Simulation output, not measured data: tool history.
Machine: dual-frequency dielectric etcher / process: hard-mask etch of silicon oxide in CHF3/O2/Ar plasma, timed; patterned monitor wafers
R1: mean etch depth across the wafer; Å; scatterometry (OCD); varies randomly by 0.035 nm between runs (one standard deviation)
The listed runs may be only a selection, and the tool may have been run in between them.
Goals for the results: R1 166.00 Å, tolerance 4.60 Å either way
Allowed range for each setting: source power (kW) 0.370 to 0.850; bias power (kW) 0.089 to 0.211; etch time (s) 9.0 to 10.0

run 1 hour=0.0 | source_power_(kW)=0.610 bias_power_(kW)=0.150 etch_time_(s)=10.0 | R1=190.78
run 2 hour=7.6 | source_power_(kW)=0.610 bias_power_(kW)=0.134 etch_time_(s)=10.0 | R1=182.79
run 3 hour=13.8 | source_power_(kW)=0.610 bias_power_(kW)=0.143 etch_time_(s)=10.0 | R1=186.47
run 4 hour=18.7 | source_power_(kW)=0.650 bias_power_(kW)=0.143 etch_time_(s)=10.0 | R1=193.16
run 5 hour=26.5 | source_power_(kW)=0.630 bias_power_(kW)=0.142 etch_time_(s)=10.0 | R1=189.20
run 6 hour=33.8 | source_power_(kW)=0.620 bias_power_(kW)=0.141 etch_time_(s)=10.0 | R1=187.78
run 7 hour=35.7 | source_power_(kW)=0.610 bias_power_(kW)=0.140 etch_time_(s)=10.0 | R1=185.55
run 8 hour=41.7 | source_power_(kW)=0.600 bias_power_(kW)=0.139 etch_time_(s)=10.0 | R1=184.51
run 9 hour=49.5 | source_power_(kW)=0.600 bias_power_(kW)=0.139 etch_time_(s)=10.0 | R1=184.48
run 10 hour=53.5 | source_power_(kW)=0.590 bias_power_(kW)=0.138 etch_time_(s)=10.0 | R1=181.76
run 11 hour=58.9 | source_power_(kW)=0.580 bias_power_(kW)=0.137 etch_time_(s)=10.0 | R1=180.63
run 12 hour=63.9 | source_power_(kW)=0.570 bias_power_(kW)=0.136 etch_time_(s)=10.0 | R1=177.86
run 13 hour=67.1 | source_power_(kW)=0.560 bias_power_(kW)=0.135 etch_time_(s)=10.0 | R1=176.65
run 14 hour=69.3 | source_power_(kW)=0.550 bias_power_(kW)=0.134 etch_time_(s)=10.0 | R1=173.80

4 candidate next runs follow, results not yet known. Just one meets every target within its allowed miss. Identify it.
run A hour=71.5 | source_power_(kW)=0.650 bias_power_(kW)=0.136 etch_time_(s)=10.0 | R1=?
run B hour=71.5 | source_power_(kW)=0.640 bias_power_(kW)=0.130 etch_time_(s)=9.5 | R1=?
run C hour=71.5 | source_power_(kW)=0.530 bias_power_(kW)=0.138 etch_time_(s)=9.0 | R1=?
run D hour=71.5 | source_power_(kW)=0.600 bias_power_(kW)=0.106 etch_time_(s)=10.0 | R1=?

move=A R1=189.31
move=B R1=175.70
move=C R1=155.87
move=D R1=166.92
A: moves away from the targets compared with the last run
B: moves away from the targets compared with the last run
C: carries the result that was furthest off beyond its target, to the other side
D: each result inside its tolerance
The right move is D.

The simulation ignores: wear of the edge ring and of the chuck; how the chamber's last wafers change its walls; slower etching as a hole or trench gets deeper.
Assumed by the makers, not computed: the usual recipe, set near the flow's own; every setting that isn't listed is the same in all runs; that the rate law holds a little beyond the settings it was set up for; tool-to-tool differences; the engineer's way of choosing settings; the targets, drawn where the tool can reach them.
